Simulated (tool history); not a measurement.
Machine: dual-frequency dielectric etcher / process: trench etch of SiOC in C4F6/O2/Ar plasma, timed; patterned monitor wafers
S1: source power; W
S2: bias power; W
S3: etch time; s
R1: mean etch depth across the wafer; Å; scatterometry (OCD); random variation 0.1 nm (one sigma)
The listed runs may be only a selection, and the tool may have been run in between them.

run 1 day=0 | S1=320 S2=189 S3=11 | R1=215.98
run 2 day=0.133 | S1=290 S2=176 S3=11 | R1=202.11
run 3 day=0.358 | S1=270 S2=169 S3=11 | R1=191.81
run 4 day=0.583 | S1=270 S2=137 S3=11 | R1=179.26
run 5 day=0.671 | S1=220 S2=137 S3=11 | R1=164.49
-- day=0.996 wet clean of the chamber
run 6 day=0.996 | S1=190 S2=137 S3=11 | R1=149.56

The next listed run, before its measurement:
run 7 day=1.225 | S1=200 S2=138 S3=11 | R1=?

R1: 154.01 Å

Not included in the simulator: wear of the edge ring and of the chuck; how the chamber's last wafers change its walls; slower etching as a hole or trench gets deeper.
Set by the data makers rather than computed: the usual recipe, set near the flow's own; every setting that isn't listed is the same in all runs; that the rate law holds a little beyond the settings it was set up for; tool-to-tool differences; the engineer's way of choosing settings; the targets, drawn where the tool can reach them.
